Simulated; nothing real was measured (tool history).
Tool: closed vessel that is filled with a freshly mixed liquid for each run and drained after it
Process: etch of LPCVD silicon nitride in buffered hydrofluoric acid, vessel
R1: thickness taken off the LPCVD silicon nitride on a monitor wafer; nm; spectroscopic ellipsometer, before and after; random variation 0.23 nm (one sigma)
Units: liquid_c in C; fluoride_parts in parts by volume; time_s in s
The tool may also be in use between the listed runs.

run 1 hour=0 | liquid_c=22 fluoride_parts=9.5 time_s=3200 | R1=42.905
run 2 hour=8.1 | liquid_c=22 fluoride_parts=7.5 time_s=3200 | R1=53.785
run 3 hour=10.6 | liquid_c=19.5 fluoride_parts=7.5 time_s=3200 | R1=47.264
run 4 hour=17.7 | liquid_c=19.5 fluoride_parts=5.5 time_s=3200 | R1=62.521
run 5 hour=20.4 | liquid_c=19.5 fluoride_parts=5.5 time_s=3200 | R1=62.683
run 6 hour=26.3 | liquid_c=19.5 fluoride_parts=5.5 time_s=3405 | R1=66.741
run 7 hour=29.6 | liquid_c=19 fluoride_parts=5.5 time_s=3405 | R1=64.356

Run 8 comes next. What will it give?
run 8 hour=30.5 | liquid_c=18.5 fluoride_parts=5.5 time_s=3405 | R1=?

R1: 63.225 nm

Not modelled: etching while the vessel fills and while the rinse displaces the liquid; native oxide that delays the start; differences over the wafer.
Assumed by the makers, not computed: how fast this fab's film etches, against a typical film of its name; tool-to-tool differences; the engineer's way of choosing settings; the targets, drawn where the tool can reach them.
